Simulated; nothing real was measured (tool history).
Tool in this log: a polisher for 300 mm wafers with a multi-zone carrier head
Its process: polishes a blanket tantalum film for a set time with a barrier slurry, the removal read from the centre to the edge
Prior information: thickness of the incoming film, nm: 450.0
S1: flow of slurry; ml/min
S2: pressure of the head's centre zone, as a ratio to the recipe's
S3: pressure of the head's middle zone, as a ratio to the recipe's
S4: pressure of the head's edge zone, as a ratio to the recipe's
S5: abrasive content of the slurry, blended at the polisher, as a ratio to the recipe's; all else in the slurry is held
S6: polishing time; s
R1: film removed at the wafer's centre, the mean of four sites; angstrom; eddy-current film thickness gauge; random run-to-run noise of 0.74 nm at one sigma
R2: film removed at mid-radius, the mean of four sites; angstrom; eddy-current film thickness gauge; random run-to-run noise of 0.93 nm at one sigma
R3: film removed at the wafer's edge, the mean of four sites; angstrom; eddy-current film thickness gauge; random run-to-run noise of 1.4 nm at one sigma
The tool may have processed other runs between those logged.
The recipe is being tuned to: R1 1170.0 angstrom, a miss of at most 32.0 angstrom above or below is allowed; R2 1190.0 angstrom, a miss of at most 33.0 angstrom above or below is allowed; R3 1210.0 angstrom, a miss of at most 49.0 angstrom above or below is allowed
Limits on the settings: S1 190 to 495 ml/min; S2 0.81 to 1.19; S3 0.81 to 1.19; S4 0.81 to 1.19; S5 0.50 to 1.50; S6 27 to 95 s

run,day,S1,S2,S3,S4,S5,S6,R1,R2,R3
1,0.000,320,1.00,1.00,1.00,1.00,61,1478.2,1487.9,1492.3
2,0.362,320,0.98,0.98,0.97,0.90,61,1392.2,1411.7,1397.1
3,0.533,280,0.98,0.98,0.97,0.90,61,1374.2,1411.0,1410.7
4,0.821,280,0.98,0.93,0.97,0.90,61,1368.7,1337.5,1409.5
5,1.075,290,0.96,0.92,0.94,0.85,61,1323.1,1325.9,1361.1
6,1.212,240,0.96,0.92,0.94,0.85,61,1303.3,1289.0,1336.7
7,1.371,235,0.94,0.91,0.92,0.85,61,1267.8,1270.5,1324.3
8,1.458,235,0.93,0.90,0.90,0.80,61,1226.6,1240.7,1305.5
9,1.775,240,0.94,0.91,0.82,0.65,60,1143.2,1150.9,1139.8

Next run, 4 choices. One meets every target within its allowed miss, the rest don't. Which?
A,2.092,255,0.85,0.81,0.86,0.65,67,?,?,?
B,2.092,240,0.92,0.90,0.83,0.65,62,?,?,?
C,2.092,280,0.99,0.90,0.84,0.65,62,?,?,?
D,2.092,220,0.91,0.87,0.85,0.60,71,?,?,?

move,R1,R2,R3
A,1161.0,1169.9,1323.6
B,1155.9,1168.3,1201.2
C,1266.9,1186.7,1221.2
D,1258.5,1253.6,1339.9
A: takes the biggest miss from the last run beyond its target
B: in spec on every target
C: puts the biggest miss on target and leaves a different result outside tolerance
D: takes the biggest miss from the last run beyond its target
Move B is the one to make.
